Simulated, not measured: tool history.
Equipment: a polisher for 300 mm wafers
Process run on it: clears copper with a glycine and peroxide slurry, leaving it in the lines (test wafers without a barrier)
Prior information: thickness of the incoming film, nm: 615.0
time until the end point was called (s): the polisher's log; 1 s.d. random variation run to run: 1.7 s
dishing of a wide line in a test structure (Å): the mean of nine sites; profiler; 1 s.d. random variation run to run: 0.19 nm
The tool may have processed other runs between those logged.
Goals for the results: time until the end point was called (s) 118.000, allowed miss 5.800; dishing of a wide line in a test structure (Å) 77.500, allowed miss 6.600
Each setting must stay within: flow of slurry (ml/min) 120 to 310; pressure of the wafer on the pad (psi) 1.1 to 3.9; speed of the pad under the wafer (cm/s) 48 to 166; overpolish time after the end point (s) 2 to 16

run	hour	flow of slurry (ml/min)	pressure of the wafer on the pad (psi)	speed of the pad under the wafer (cm/s)	overpolish time after the end point (s)	time until the end point was called (s)	dishing of a wide line in a test structure (Å)
1	0.0	200	2.5	106	8	99.057	309.390
2	4.2	200	2.5	106	10	98.705	379.410
3	12.8	200	2.5	94	10	108.830	362.770
4	14.7	180	2.2	104	8	109.700	276.610
5	20.3	180	2.5	104	8	99.858	312.180
6	26.1	210	2.2	110	7	108.130	265.990
7	33.3	155	1.5	118	3	139.970	95.682
8	36.9	145	1.4	130	3	140.900	93.540
9	41.7	140	1.4	138	3	136.710	97.366
10	46.9	135	1.4	144	3	134.860	100.320
11	51.5	130	1.4	150	3	127.340	102.620
12	55.3	130	1.4	150	3	130.940	101.370
13	58.2	130	1.4	154	3	125.990	101.900
14	62.2	130	1.4	156	3	126.990	104.530
15	69.3	130	1.4	158	3	124.340	105.230
16	74.8	130	1.4	160	3	124.230	106.550
17	75.4	130	1.4	160	3	122.260	107.890
18	79.6	130	1.4	162	3	121.700	105.950

Pick the move, out of 5, that brings all results within their allowed miss; only one does.
A	83.8	150	1.2	160	2	?	?
B	83.8	195	1.5	140	5	?	?
C	83.8	125	1.4	154	3	?	?
D	83.8	140	1.6	142	2	?	?
E	83.8	145	1.2	158	4	?	?

move	time until the end point was called (s)	dishing of a wide line in a test structure (Å)
A	134.230	70.049
B	119.840	183.010
C	126.960	108.600
D	118.870	78.975
E	136.300	132.300
A: pushes the last run's worst result past its target
B: its largest miss is bigger than the last run's
C: its largest miss is bigger than the last run's
D: in spec on every target
E: its largest miss is bigger than the last run's
Move D is the one to make.

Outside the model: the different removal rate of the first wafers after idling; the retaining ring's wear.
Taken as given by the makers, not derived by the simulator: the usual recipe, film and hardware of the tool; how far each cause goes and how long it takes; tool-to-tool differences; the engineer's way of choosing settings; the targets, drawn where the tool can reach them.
